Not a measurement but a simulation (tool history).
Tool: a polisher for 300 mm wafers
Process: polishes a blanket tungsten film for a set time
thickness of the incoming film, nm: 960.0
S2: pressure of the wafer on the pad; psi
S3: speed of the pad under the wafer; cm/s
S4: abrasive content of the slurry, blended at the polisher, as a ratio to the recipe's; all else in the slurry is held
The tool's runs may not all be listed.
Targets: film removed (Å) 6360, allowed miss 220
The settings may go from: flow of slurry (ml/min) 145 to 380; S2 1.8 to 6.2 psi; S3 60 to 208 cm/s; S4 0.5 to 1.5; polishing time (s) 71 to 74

{"run": 1, "hour": 0.0, "flow of slurry (ml/min)": 245, "S2": 4, "S3": 134, "S4": 1, "polishing time (s)": 71, "film removed (Å)": 5147.6}
{"run": 2, "hour": 4.7, "flow of slurry (ml/min)": 245, "S2": 4.2, "S3": 134, "S4": 1, "polishing time (s)": 71, "film removed (Å)": 5462.3}
{"run": 3, "hour": 8.1, "flow of slurry (ml/min)": 245, "S2": 4.2, "S3": 122, "S4": 1, "polishing time (s)": 71, "film removed (Å)": 5043.6}
{"run": 4, "hour": 9.9, "flow of slurry (ml/min)": 245, "S2": 4.4, "S3": 122, "S4": 1, "polishing time (s)": 71, "film removed (Å)": 5105}
{"run": 5, "hour": 11.8, "flow of slurry (ml/min)": 245, "S2": 4.4, "S3": 122, "S4": 1, "polishing time (s)": 71, "film removed (Å)": 5132.3}
{"run": 6, "hour": 20.6, "flow of slurry (ml/min)": 245, "S2": 4.6, "S3": 122, "S4": 1, "polishing time (s)": 71, "film removed (Å)": 5365}
{"run": 7, "hour": 24.1, "flow of slurry (ml/min)": 245, "S2": 4.8, "S3": 122, "S4": 1, "polishing time (s)": 71, "film removed (Å)": 5604.7}
{"run": 8, "hour": 27.8, "flow of slurry (ml/min)": 245, "S2": 4.9, "S3": 122, "S4": 1, "polishing time (s)": 71, "film removed (Å)": 5733.1}
{"run": 9, "hour": 30.4, "flow of slurry (ml/min)": 245, "S2": 5, "S3": 122, "S4": 1, "polishing time (s)": 71, "film removed (Å)": 5775.3}
{"run": 10, "hour": 34.6, "flow of slurry (ml/min)": 245, "S2": 5.1, "S3": 122, "S4": 1, "polishing time (s)": 71, "film removed (Å)": 5972.8}
{"run": 11, "hour": 37.2, "flow of slurry (ml/min)": 245, "S2": 5.2, "S3": 122, "S4": 1, "polishing time (s)": 71, "film removed (Å)": 6025.8}

Which of these 5 next moves meets every target?
{"run": "A", "hour": 39.8, "flow of slurry (ml/min)": 250, "S2": 5.7, "S3": 120, "S4": 0.7, "polishing time (s)": 71, "film removed (Å)": "?"}
{"run": "B", "hour": 39.8, "flow of slurry (ml/min)": 260, "S2": 5.4, "S3": 124, "S4": 1.15, "polishing time (s)": 74, "film removed (Å)": "?"}
{"run": "C", "hour": 39.8, "flow of slurry (ml/min)": 240, "S2": 4.6, "S3": 132, "S4": 1, "polishing time (s)": 71, "film removed (Å)": "?"}
{"run": "D", "hour": 39.8, "flow of slurry (ml/min)": 300, "S2": 5.2, "S3": 128, "S4": 0.9, "polishing time (s)": 71, "film removed (Å)": "?"}
{"run": "E", "hour": 39.8, "flow of slurry (ml/min)": 245, "S2": 5.4, "S3": 136, "S4": 0.85, "polishing time (s)": 74, "film removed (Å)": "?"}

move=A film_removed_(Å)=6036
move=B film_removed_(Å)=6918.2
move=C film_removed_(Å)=5774.6
move=D film_removed_(Å)=6313.5
move=E film_removed_(Å)=6947.3
A: as far off as the last run
B: takes the result that was furthest off past its target
C: further off than the last run
D: meets every target
E: takes the result that was furthest off past its target
Move D is the one to make.
